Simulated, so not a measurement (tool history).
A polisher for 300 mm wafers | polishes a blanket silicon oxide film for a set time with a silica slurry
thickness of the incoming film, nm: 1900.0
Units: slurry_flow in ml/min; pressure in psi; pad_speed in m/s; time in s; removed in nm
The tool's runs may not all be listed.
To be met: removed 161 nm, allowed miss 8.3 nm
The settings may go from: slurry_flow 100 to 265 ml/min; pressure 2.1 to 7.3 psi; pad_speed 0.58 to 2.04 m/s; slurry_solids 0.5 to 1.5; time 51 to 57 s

| run | day | slurry_flow | pressure | pad_speed | slurry_solids | time | removed |
|---|---|---|---|---|---|---|---|
| 1 | 0 | 170 | 4.7 | 1.3 | 1 | 57 | 221.52 |
| 2 | 0.267 | 170 | 4.7 | 1.3 | 1 | 51 | 203.97 |
| 3 | 0.383 | 195 | 4.7 | 1.3 | 1 | 51 | 201.52 |
| 4 | 0.538 | 195 | 4.4 | 1.28 | 1 | 51 | 195.05 |
| 5 | 0.879 | 195 | 4.1 | 1.26 | 1 | 51 | 179.46 |
| 6 | 1.254 | 195 | 4.1 | 1.26 | 1 | 51 | 181.69 |
| 7 | 1.317 | 195 | 3.9 | 1.26 | 1 | 51 | 180.39 |
| 8 | 1.446 | 195 | 3.7 | 1.24 | 1 | 51 | 169.53 |
| 9 | 1.667 | 195 | 3.6 | 1.24 | 1 | 51 | 168.21 |

4 next moves are on the table. One of them brings every result within its allowed miss. Which?
| A | 1.888 | 200 | 3.6 | 1.34 | 1 | 51 | ? |
| B | 1.888 | 155 | 3.2 | 1.38 | 0.85 | 55 | ? |
| C | 1.888 | 210 | 3.9 | 1.16 | 1 | 52 | ? |
| D | 1.888 | 185 | 3 | 1.26 | 1.15 | 57 | ? |

| move | removed |
|---|---|
| A | 181.61 |
| B | 162.25 |
| C | 176.81 |
| D | 189.5 |
A: further off than the last run
B: meets every target
C: further off than the last run
D: further off than the last run
Answer: B
